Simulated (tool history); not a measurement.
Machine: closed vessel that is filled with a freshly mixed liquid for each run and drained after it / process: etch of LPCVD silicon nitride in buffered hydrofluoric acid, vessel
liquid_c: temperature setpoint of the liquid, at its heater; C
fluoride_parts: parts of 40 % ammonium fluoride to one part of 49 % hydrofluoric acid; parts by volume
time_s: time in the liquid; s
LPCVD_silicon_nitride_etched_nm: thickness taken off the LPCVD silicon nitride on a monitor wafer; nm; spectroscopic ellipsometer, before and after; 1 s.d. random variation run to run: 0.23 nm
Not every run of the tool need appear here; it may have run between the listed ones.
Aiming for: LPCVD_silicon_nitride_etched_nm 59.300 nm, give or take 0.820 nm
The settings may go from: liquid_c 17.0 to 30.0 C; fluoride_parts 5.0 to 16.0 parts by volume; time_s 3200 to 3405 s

run,hour,liquid_c,fluoride_parts,time_s,LPCVD_silicon_nitride_etched_nm
1,0.0,22.0,9.5,3200,42.905
2,8.1,22.0,7.5,3200,53.785
3,10.6,19.5,7.5,3200,47.264
4,17.7,19.5,5.5,3200,62.521
5,20.4,19.5,5.5,3200,62.683
6,26.3,19.5,5.5,3405,66.741
7,29.6,19.0,5.5,3405,64.356
8,30.5,18.5,5.5,3405,63.225
9,37.5,18.0,5.5,3405,60.815

Consider the 4 candidate settings below. Which is the only one whose results all fall within their allowed miss of target?
A,44.5,17.5,5.0,3330,?
B,44.5,17.0,5.0,3255,?
C,44.5,18.5,5.5,3385,?
D,44.5,22.0,6.5,3225,?

move,LPCVD_silicon_nitride_etched_nm
A,62.866
B,59.727
C,62.382
D,62.614
A: further off than the last run
B: in spec on every target
C: further off than the last run
D: further off than the last run
B meets every target.

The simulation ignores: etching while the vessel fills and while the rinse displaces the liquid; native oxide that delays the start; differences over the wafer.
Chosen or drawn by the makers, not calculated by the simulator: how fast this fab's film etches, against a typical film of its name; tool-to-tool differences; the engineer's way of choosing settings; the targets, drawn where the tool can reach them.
